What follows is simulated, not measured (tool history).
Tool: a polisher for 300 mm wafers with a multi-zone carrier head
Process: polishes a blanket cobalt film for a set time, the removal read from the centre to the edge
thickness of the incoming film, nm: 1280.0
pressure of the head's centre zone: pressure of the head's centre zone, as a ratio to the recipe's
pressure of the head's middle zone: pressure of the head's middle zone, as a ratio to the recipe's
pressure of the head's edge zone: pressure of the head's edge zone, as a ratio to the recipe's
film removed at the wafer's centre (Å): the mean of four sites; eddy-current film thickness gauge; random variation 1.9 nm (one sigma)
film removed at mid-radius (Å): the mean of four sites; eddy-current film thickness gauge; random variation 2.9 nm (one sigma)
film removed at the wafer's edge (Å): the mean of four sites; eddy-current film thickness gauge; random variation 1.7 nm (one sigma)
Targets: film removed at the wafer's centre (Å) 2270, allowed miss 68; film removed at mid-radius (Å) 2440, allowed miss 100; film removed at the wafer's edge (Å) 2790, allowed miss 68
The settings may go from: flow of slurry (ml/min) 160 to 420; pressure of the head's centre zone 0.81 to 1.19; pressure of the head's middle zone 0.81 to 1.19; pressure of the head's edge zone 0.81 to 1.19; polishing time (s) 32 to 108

run	hour	flow of slurry (ml/min)	pressure of the head's centre zone	pressure of the head's middle zone	pressure of the head's edge zone	polishing time (s)	film removed at the wafer's centre (Å)	film removed at mid-radius (Å)	film removed at the wafer's edge (Å)
1	0	270	1	1	1	70	3704.1	3682.8	3705.6
2	6.6	210	1	1	1	70	3543	3448.2	3603.1
3	9.8	260	1	1	1	70	3700	3663.9	3668.1
4	11	240	0.96	0.98	0.99	67	3332	3347.9	3473.2
5	16.8	195	0.96	0.98	0.99	67	3158.8	3192.6	3390.3
6	20.9	190	0.93	0.96	0.97	65	2955.7	3115.7	3207.1
7	24.1	185	0.91	0.93	0.98	63	2759.1	2905.2	3136.1
8	31.2	180	0.9	0.91	0.97	62	2704.1	2790.1	3020.8
9	36.8	175	0.88	0.9	0.97	61	2568.5	2771.8	2975.4
10	40.2	170	0.87	0.88	0.97	60	2459	2664.9	2894.2
11	48.9	170	0.87	0.87	0.97	60	2444.6	2687.7	2913.7
# hour 57.6: slurry nozzle cleaned
12	57.6	170	0.87	0.86	0.98	59	2680.8	2771.8	3043.7
13	64.2	170	0.86	0.85	0.98	58	2595	2746.8	3021.5
14	68.9	170	0.85	0.84	0.98	57	2507.4	2687.7	2977
15	70.1	170	0.84	0.83	0.98	56	2464.2	2657.4	2903
16	79.1	170	0.84	0.83	0.98	56	2494.3	2601.2	2922.8
17	83	170	0.83	0.83	0.98	55	2376	2629.7	2865.5
18	84.3	160	0.84	0.81	1.04	51	2247.6	2336.1	2725
19	91.1	160	0.84	0.81	1.04	51	2192.7	2315.9	2718.9
20	97.8	165	0.84	0.81	1.04	51	2212.6	2367.1	2684.7
21	101.5	185	0.85	0.82	1.1	52	2323.1	2499.5	2906.8

4 next moves are on the table. One of them brings every result within its allowed miss. Which?
A	105.2	175	0.85	0.81	1.16	54	?	?	?
B	105.2	160	0.84	0.81	1.19	53	?	?	?
C	105.2	190	0.86	0.82	1.14	51	?	?	?
D	105.2	190	0.85	0.86	1.09	50	?	?	?

move	film removed at the wafer's centre (Å)	film removed at mid-radius (Å)	film removed at the wafer's edge (Å)
A	2418.2	2540.9	3046.4
B	2296.6	2447.8	2989.4
C	2351.2	2452.3	2883.5
D	2278.5	2464.9	2762.1
A: further off than the last run
B: further off than the last run
C: nearer than the last run, and not there yet
D: meets every target
Move D is the one to make.
